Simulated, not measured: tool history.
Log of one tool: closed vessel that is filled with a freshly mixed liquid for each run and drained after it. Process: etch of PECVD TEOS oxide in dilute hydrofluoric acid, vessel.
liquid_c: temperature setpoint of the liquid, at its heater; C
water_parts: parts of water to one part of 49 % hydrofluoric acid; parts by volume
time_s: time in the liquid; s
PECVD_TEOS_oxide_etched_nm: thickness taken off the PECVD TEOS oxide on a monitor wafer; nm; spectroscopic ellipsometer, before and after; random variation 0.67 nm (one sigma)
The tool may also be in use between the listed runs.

| run | hour | liquid_c | water_parts | time_s | PECVD_TEOS_oxide_etched_nm |
|---|---|---|---|---|---|
| 1 | 0 | 26 | 90 | 250 | 53.591 |
| 2 | 8.8 | 24.5 | 90 | 250 | 50.63 |
| 3 | 14.6 | 28 | 90 | 250 | 56.873 |
| 4 | 16.4 | 28.5 | 90 | 250 | 59.137 |
| 5 | 18.8 | 28.5 | 90 | 250 | 59.988 |
| 6 | 20.6 | 28.5 | 90 | 265 | 62.729 |

Run 7 comes next. What will it give?
| 7 | 23.3 | 29 | 90 | 265 | ? |

PECVD_TEOS_oxide_etched_nm: 64.256 nm
